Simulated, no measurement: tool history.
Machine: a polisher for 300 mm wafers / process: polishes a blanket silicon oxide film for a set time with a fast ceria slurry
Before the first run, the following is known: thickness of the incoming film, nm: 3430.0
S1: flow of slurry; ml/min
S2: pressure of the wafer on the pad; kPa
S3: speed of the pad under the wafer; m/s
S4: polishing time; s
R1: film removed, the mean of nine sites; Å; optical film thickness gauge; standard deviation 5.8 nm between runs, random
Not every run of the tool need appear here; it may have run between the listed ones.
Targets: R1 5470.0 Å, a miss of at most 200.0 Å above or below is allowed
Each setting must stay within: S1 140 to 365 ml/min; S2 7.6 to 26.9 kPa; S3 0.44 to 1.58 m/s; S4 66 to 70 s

| run | hour | S1 | S2 | S3 | S4 | R1 |
|---|---|---|---|---|---|---|
| 1 | 0.0 | 235 | 17.2 | 1.00 | 66 | 9020.7 |
| 2 | 5.6 | 235 | 13.1 | 1.00 | 66 | 7217.8 |
| 3 | 6.7 | 235 | 13.1 | 1.00 | 66 | 7135.7 |
| 4 | 8.0 | 215 | 13.1 | 1.00 | 66 | 7125.1 |
| 5 | 8.7 | 215 | 11.0 | 1.00 | 66 | 6091.9 |
| 6 | 14.7 | 210 | 11.0 | 1.00 | 66 | 6019.3 |
| 7 | 19.7 | 205 | 11.0 | 1.00 | 66 | 6079.9 |
| 8 | 24.9 | 205 | 9.0 | 1.00 | 66 | 5163.0 |

Which single option among these 4 for the next run brings every result within its allowed miss of target? Just one does.
| A | 30.1 | 200 | 9.7 | 0.92 | 66 | ? |
| B | 30.1 | 140 | 9.0 | 1.00 | 70 | ? |
| C | 30.1 | 230 | 9.7 | 0.94 | 70 | ? |
| D | 30.1 | 160 | 11.7 | 0.96 | 66 | ? |

| move | R1 |
|---|---|
| A | 4966.8 |
| B | 5036.7 |
| C | 5483.1 |
| D | 5850.4 |
A: misses by more than the last run did
B: misses by more than the last run did
C: hits every target within its allowed miss
D: moves the result that the last run missed by most past its target, out the other side
C meets every target.

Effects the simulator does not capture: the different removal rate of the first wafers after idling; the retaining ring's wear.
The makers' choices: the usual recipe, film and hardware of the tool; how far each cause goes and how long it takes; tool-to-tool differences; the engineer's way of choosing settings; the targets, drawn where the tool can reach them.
